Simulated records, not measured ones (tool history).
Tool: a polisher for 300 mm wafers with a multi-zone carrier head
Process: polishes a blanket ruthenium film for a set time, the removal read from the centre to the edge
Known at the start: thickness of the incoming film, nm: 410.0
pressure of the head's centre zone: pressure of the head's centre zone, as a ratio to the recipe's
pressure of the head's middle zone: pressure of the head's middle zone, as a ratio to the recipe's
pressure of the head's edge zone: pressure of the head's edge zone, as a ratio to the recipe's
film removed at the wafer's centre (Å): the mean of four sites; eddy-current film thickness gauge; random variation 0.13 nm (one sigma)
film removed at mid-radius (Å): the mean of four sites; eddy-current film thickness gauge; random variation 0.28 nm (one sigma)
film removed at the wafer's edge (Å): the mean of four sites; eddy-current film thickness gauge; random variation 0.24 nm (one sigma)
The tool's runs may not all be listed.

run,hour,flow of slurry (ml/min),pressure of the head's centre zone,pressure of the head's middle zone,pressure of the head's edge zone,polishing time (s),film removed at the wafer's centre (Å),film removed at mid-radius (Å),film removed at the wafer's edge (Å)
1,0,180,1,1,1,38,368.21,374.06,375.29
2,5.2,170,0.96,0.98,0.95,32,295.37,310.28,308.38
3,8.8,215,0.96,0.98,0.95,32,304.17,318.6,310.14
4,9.8,215,1.03,0.98,0.95,32,328.21,313.41,315.95
5,16,210,0.96,0.94,0.92,29,273.95,278.09,280.66
6,18,240,0.96,0.94,0.92,29,281.95,283.81,286.95
7,19,225,0.92,0.92,0.88,27,249.26,260.96,258.84
8,27.1,225,0.92,0.92,0.88,27,248.26,257.36,261.32
9,29.6,215,0.9,0.92,0.86,26,230.83,244.41,250.25
10,35.8,215,0.89,0.93,0.84,25,222.47,236.44,232.79
11,38.7,165,0.84,0.93,0.84,25,200.64,227.63,230.36

The next listed run, before its measurement:
12,43.5,165,0.85,0.93,0.83,25,?,?,?

{"run 12": {"film removed at the wafer's centre (Å)": 207.32, "film removed at mid-radius (Å)": 232.56, "film removed at the wafer's edge (Å)": 228.65}}
